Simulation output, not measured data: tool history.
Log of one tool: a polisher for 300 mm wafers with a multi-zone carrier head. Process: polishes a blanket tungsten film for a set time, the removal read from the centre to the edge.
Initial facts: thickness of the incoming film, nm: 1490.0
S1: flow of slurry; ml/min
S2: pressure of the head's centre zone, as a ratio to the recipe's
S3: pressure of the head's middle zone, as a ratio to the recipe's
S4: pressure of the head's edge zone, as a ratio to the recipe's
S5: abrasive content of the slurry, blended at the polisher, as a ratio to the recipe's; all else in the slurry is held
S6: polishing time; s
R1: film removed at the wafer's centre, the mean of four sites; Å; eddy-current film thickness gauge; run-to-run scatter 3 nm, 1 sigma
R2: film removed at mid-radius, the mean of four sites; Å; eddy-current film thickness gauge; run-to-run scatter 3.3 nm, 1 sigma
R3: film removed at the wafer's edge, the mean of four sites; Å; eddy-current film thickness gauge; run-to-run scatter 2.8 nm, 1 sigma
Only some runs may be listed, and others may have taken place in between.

run 1 hour=0 | S1=155 S2=1 S3=1 S4=1 S5=1 S6=42 | R1=1997.8 R2=2038 R3=1981.6
run 2 hour=5.2 | S1=160 S2=0.98 S3=1 S4=1.03 S5=1.05 S6=42 | R1=1989.6 R2=2074.5 R3=2087.6
run 3 hour=10.3 | S1=165 S2=0.97 S3=1.01 S4=1.05 S5=1.1 S6=42 | R1=2033.1 R2=2145 R3=2123.6
run 4 hour=16.3 | S1=165 S2=0.97 S3=1.01 S4=1.05 S5=1.25 S6=42 | R1=2110.8 R2=2179.6 R3=2245
run 5 hour=20.7 | S1=165 S2=0.97 S3=1.01 S4=1.05 S5=1.15 S6=42 | R1=2057.6 R2=2147 R3=2132.8
run 6 hour=26.2 | S1=165 S2=0.95 S3=1.01 S4=1.06 S5=1.2 S6=43 | R1=2030.5 R2=2268.3 R3=2214.6
run 7 hour=27.9 | S1=170 S2=0.94 S3=1 S4=1.08 S5=1.25 S6=43 | R1=2159.6 R2=2245 R3=2309.6

Run 8 is up next; what results do you expect?
run 8 hour=31.8 | S1=170 S2=0.92 S3=1 S4=1.09 S5=1.3 S6=43 | R1=? R2=? R3=?

R1: 2085.4 Å
R2: 2286.1 Å
R3: 2324.8 Å
